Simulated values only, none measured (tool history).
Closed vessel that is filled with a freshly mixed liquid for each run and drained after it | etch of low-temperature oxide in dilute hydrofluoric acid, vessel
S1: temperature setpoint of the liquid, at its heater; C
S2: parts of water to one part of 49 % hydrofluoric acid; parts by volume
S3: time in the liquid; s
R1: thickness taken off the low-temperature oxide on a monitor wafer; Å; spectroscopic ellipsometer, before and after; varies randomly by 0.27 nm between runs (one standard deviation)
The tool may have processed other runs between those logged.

Run 1, hour 0: S1 24 C, S2 180 parts by volume, S3 1205 s. Result: R1 691.35 Å.
Run 2, hour 2.7: S1 24 C, S2 180 parts by volume, S3 1205 s. Result: R1 691.49 Å.
Run 3, hour 3.8: S1 22.5 C, S2 180 parts by volume, S3 1205 s. Result: R1 651.84 Å.
Run 4, hour 10.7: S1 22.5 C, S2 180 parts by volume, S3 1285 s. Result: R1 697.92 Å.
Run 5, hour 16.2: S1 21.5 C, S2 180 parts by volume, S3 1285 s. Result: R1 667.31 Å.
Run 6, hour 16.9: S1 21.5 C, S2 150 parts by volume, S3 1285 s. Result: R1 825.59 Å.

Run 7, settings as shown, results not yet in. Your forecast:
Run 7, hour 22.7: S1 20.5 C, S2 155 parts by volume, S3 1285 s. Result: R1 ?.

Run 7 came out at R1 766.79 Å.
